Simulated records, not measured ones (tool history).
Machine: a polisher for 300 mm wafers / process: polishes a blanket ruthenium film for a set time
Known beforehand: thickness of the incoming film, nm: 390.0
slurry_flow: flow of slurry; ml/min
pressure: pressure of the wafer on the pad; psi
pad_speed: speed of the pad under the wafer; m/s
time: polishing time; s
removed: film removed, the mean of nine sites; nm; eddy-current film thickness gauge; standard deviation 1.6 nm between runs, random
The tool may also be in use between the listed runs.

run  hour  slurry_flow  pressure  pad_speed  time  removed
  1   0.0          255       2.2       1.06   113   160.93
  2   7.2          230       2.2       1.06   113   164.87
  3  12.1          190       2.2       1.06   113   160.06
  4  15.5          190       2.2       1.28   113   187.84
  5  16.6          190       2.0       1.26   113   167.53
  6  21.7          190       1.6       1.26   113   147.49
  7  24.7          190       1.5       1.22   113   134.78

What will run 8 give?
  8  28.5          190       1.4       1.20   113        ?

removed: 125.61 nm
